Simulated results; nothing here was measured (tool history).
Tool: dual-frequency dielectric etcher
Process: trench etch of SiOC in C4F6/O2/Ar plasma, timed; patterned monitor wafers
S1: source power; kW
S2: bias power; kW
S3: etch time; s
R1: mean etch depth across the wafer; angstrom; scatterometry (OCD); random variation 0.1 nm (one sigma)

Run 1, day 0: S1 0.33 kW, S2 0.151 kW, S3 13 s. Result: R1 243.32 angstrom.
Run 2, day 0.296: S1 0.33 kW, S2 0.172 kW, S3 13 s. Result: R1 249.44 angstrom.
Run 3, day 0.604: S1 0.3 kW, S2 0.169 kW, S3 13 s. Result: R1 241.76 angstrom.
Run 4, day 0.975: S1 0.28 kW, S2 0.169 kW, S3 13 s. Result: R1 237.83 angstrom.
At day 1.017: bias power generator calibrated.
Run 5, day 1.017: S1 0.31 kW, S2 0.169 kW, S3 13 s. Result: R1 242.06 angstrom.
Run 6, day 1.25: S1 0.33 kW, S2 0.169 kW, S3 13 s. Result: R1 244.24 angstrom.

Forecast run 7:
Run 7, day 1.588: S1 0.33 kW, S2 0.169 kW, S3 13 s. Result: R1 ?.

{"run 7": {"R1": 247.79}}
